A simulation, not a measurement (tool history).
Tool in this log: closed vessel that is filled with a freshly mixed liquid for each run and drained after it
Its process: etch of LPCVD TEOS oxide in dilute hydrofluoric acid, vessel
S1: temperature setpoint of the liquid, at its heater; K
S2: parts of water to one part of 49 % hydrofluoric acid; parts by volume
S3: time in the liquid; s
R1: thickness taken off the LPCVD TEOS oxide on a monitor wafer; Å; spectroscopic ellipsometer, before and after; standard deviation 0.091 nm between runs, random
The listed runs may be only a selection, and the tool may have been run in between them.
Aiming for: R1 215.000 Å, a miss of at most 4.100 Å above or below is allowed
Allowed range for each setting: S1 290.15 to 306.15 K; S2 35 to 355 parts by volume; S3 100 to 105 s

{"run": 1, "hour": 0.0, "S1": 298.15, "S2": 195, "S3": 100, "R1": 120.42}
{"run": 2, "hour": 2.3, "S1": 298.15, "S2": 195, "S3": 100, "R1": 120.0}
{"run": 3, "hour": 4.7, "S1": 300.15, "S2": 195, "S3": 100, "R1": 129.15}
{"run": 4, "hour": 12.5, "S1": 300.15, "S2": 265, "S3": 100, "R1": 87.321}
{"run": 5, "hour": 14.4, "S1": 300.15, "S2": 265, "S3": 100, "R1": 87.605}
{"run": 6, "hour": 21.9, "S1": 300.15, "S2": 265, "S3": 100, "R1": 87.934}
{"run": 7, "hour": 28.9, "S1": 301.15, "S2": 240, "S3": 100, "R1": 102.12}
{"run": 8, "hour": 30.0, "S1": 302.15, "S2": 215, "S3": 100, "R1": 123.24}
{"run": 9, "hour": 37.9, "S1": 302.65, "S2": 200, "S3": 100, "R1": 136.86}
{"run": 10, "hour": 41.4, "S1": 303.15, "S2": 190, "S3": 100, "R1": 147.53}
{"run": 11, "hour": 44.3, "S1": 303.65, "S2": 180, "S3": 100, "R1": 162.5}
{"run": 12, "hour": 49.3, "S1": 304.15, "S2": 175, "S3": 100, "R1": 169.72}
{"run": 13, "hour": 56.9, "S1": 306.15, "S2": 140, "S3": 100, "R1": 237.63}
{"run": 14, "hour": 64.7, "S1": 305.65, "S2": 140, "S3": 100, "R1": 232.8}
{"run": 15, "hour": 66.2, "S1": 305.15, "S2": 140, "S3": 100, "R1": 229.34}
{"run": 16, "hour": 74.0, "S1": 304.65, "S2": 140, "S3": 100, "R1": 225.51}
{"run": 17, "hour": 76.9, "S1": 304.15, "S2": 140, "S3": 100, "R1": 222.64}

Which single option among these 5 for the next run brings every result within its allowed miss of target? Just one does.
{"run": "A", "hour": 79.8, "S1": 303.15, "S2": 145, "S3": 105, "R1": "?"}
{"run": "B", "hour": 79.8, "S1": 306.15, "S2": 145, "S3": 105, "R1": "?"}
{"run": "C", "hour": 79.8, "S1": 302.15, "S2": 130, "S3": 100, "R1": "?"}
{"run": "D", "hour": 79.8, "S1": 304.65, "S2": 135, "S3": 100, "R1": "?"}
{"run": "E", "hour": 79.8, "S1": 303.65, "S2": 140, "S3": 105, "R1": "?"}

move=A R1=215.550
move=B R1=239.800
move=C R1=225.170
move=D R1=235.880
move=E R1=228.830
A: in spec on every target
B: the biggest miss grows against the last run
C: the biggest miss grows against the last run
D: the biggest miss grows against the last run
E: the biggest miss grows against the last run
Move A is the one to make.
